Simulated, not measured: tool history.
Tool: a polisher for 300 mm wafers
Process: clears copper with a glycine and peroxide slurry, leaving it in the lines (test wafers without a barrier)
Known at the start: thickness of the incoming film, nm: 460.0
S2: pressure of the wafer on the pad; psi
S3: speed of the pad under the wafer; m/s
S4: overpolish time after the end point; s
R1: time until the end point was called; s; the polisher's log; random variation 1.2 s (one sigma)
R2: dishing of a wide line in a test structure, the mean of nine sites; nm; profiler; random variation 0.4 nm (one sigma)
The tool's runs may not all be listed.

{"run": 1, "hour": 0.0, "flow of slurry (ml/min)": 225, "S2": 2.7, "S3": 0.88, "S4": 8, "R1": 99.421, "R2": 21.487}
{"run": 2, "hour": 3.2, "flow of slurry (ml/min)": 220, "S2": 2.4, "S3": 0.88, "S4": 9, "R1": 105.38, "R2": 21.914}
{"run": 3, "hour": 8.6, "flow of slurry (ml/min)": 220, "S2": 2.4, "S3": 1.02, "S4": 9, "R1": 94.978, "R2": 24.271}
{"run": 4, "hour": 15.9, "flow of slurry (ml/min)": 215, "S2": 2.1, "S3": 0.98, "S4": 10, "R1": 106.02, "R2": 23.352}
{"run": 5, "hour": 21.3, "flow of slurry (ml/min)": 215, "S2": 2.1, "S3": 0.98, "S4": 7, "R1": 106.46, "R2": 18.59}
{"run": 6, "hour": 25.1, "flow of slurry (ml/min)": 210, "S2": 1.9, "S3": 0.96, "S4": 9, "R1": 116.89, "R2": 20.775}
{"run": 7, "hour": 30.3, "flow of slurry (ml/min)": 190, "S2": 1.3, "S3": 0.94, "S4": 13, "R1": 147.98, "R2": 23.318}

The next listed run, before its measurement:
{"run": 8, "hour": 36.5, "flow of slurry (ml/min)": 230, "S2": 1.5, "S3": 0.94, "S4": 15, "R1": "?", "R2": "?"}

{"run 8": {"R1": 133, "R2": 27.767}}

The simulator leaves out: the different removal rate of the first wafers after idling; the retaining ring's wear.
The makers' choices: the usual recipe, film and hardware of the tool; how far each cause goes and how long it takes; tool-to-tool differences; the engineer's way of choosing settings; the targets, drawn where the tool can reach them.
